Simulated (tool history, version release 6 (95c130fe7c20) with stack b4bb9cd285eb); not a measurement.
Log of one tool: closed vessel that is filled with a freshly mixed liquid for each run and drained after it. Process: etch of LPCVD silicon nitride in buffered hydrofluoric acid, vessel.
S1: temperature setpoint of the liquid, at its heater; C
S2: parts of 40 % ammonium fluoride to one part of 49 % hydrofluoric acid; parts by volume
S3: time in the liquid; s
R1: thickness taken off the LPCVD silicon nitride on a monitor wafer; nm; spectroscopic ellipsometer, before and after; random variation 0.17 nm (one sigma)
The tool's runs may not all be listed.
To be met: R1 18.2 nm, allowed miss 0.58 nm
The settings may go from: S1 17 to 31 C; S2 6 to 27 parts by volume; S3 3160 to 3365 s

run	hour	S1	S2	S3	R1
1	0	23	16.5	3160	25.356
2	3.3	22.5	16.5	3160	25.054
3	7.4	22	16.5	3160	23.994
4	12.9	22	16.5	3160	24.294
5	18.3	22	16.5	3365	25.803
6	19.8	22	16.5	3160	24.013
7	28.4	21.5	16.5	3160	23.335
8	29.8	21.5	16.5	3160	23.188
9	34	21	16.5	3160	22.769
10	42.1	20.5	16.5	3160	22.098
11	49.2	20	16.5	3160	21.597
12	50.9	19.5	16.5	3160	20.999
13	58	18	16.5	3160	18.911

5 next moves are on the table. One of them brings every result within its allowed miss. Which?
A	65.1	17	17.5	3305	?
B	65.1	20	17.5	3160	?
C	65.1	18.5	17	3275	?
D	65.1	19	17.5	3255	?
E	65.1	20	19.5	3365	?

move	R1
A	17.971
B	20.367
C	19.959
D	19.831
E	19.49
A: meets every target
B: further off than the last run
C: further off than the last run
D: further off than the last run
E: further off than the last run
Answer: A

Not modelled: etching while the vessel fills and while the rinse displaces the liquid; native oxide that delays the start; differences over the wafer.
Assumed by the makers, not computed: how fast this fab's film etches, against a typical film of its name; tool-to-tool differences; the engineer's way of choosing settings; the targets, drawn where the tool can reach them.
